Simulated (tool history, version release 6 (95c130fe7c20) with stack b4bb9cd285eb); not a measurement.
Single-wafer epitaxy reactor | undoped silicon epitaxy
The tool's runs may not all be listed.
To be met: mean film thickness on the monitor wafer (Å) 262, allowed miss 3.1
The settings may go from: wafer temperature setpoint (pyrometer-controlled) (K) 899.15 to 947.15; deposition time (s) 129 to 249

run  hour  wafer temperature setpoint (pyrometer-controlled) (K)  deposition time (s)  mean film thickness on the monitor wafer (Å)
  1     0                                                 923.15                  189                                        296.19
  2   1.2                                                 921.15                  189                                        280.89
  3   2.1                                                 921.15                  210                                        312.51
  4   5.1                                                 921.15                  235                                        349.81
  5  12.1                                                 915.15                  235                                        301.18
  6  15.6                                                 922.15                  235                                        360.02
  7    22                                                 918.15                  235                                        325.17
  8  24.5                                                 916.15                  235                                        309.71
  9  32.8                                                 914.15                  235                                        292.97
 10  33.5                                                 908.15                  235                                        253.34
 11  37.3                                                 909.15                  235                                        258.17
 12  38.7                                                 910.15                  235                                        266.52
 13  41.1                                                 909.15                  235                                        257.57
 14  44.3                                                 910.15                  235                                        265.63
 15  52.1                                                 909.15                  235                                        258.32
 16  60.9                                                 910.15                  235                                        264.75

Which of these 4 next moves meets every target?
  A  69.7                                                 913.15                  222                                             ?
  B  69.7                                                 912.15                  231                                             ?
  C  69.7                                                 910.15                  232                                             ?
  D  69.7                                                 915.15                  209                                             ?

move  mean film thickness on the monitor wafer (Å)
   A                                         271.5
   B                                         275.4
   C                                        262.79
   D                                        268.93
A: further off than the last run
B: further off than the last run
C: meets every target
D: further off than the last run
Answer: C

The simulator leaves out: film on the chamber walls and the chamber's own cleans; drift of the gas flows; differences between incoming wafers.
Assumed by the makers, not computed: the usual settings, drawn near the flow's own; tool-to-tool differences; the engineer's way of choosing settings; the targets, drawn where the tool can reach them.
